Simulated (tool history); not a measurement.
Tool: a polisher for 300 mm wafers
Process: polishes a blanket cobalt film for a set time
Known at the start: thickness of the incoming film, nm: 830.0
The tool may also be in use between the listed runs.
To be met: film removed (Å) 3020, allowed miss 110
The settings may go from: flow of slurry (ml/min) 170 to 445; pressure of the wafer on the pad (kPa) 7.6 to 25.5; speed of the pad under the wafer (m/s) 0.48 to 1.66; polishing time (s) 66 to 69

run    day  flow of slurry (ml/min)  pressure of the wafer on the pad (kPa)  speed of the pad under the wafer (m/s)  polishing time (s)  film removed (Å)
  1      0                      285                                    16.5                                    1.06                  66            4425.1
  2  0.233                      285                                    15.2                                    1.06                  66              4090
  3  0.454                      285                                    15.2                                    1.06                  66            4163.3
  4  0.675                      285                                    18.6                                    1.06                  66            4999.8
  5  1.012                      285                                    18.6                                    1.06                  69            5258.3
  6   1.25                      225                                    18.6                                    1.06                  69            5191.4
  7  1.338                      225                                    16.5                                    1.06                  69            4560.8
  8  1.608                      225                                    15.2                                    1.06                  69            4259.8

5 next moves are on the table. One of them brings every result within its allowed miss. Which?
  A  1.879                      240                                    17.9                                    0.72                  66                 ?
  B  1.879                      200                                    15.2                                    0.88                  67                 ?
  C  1.879                      190                                    13.1                                       1                  66                 ?
  D  1.879                      220                                    10.3                                    1.16                  66                 ?
  E  1.879                      220                                    11.7                                    1.06                  69                 ?

move  film removed (Å)
   A            3347.3
   B            3415.8
   C            3273.8
   D            3044.5
   E            3294.4
A: nearer than the last run, and not there yet
B: nearer than the last run, and not there yet
C: nearer than the last run, and not there yet
D: meets every target
E: nearer than the last run, and not there yet
Answer: D

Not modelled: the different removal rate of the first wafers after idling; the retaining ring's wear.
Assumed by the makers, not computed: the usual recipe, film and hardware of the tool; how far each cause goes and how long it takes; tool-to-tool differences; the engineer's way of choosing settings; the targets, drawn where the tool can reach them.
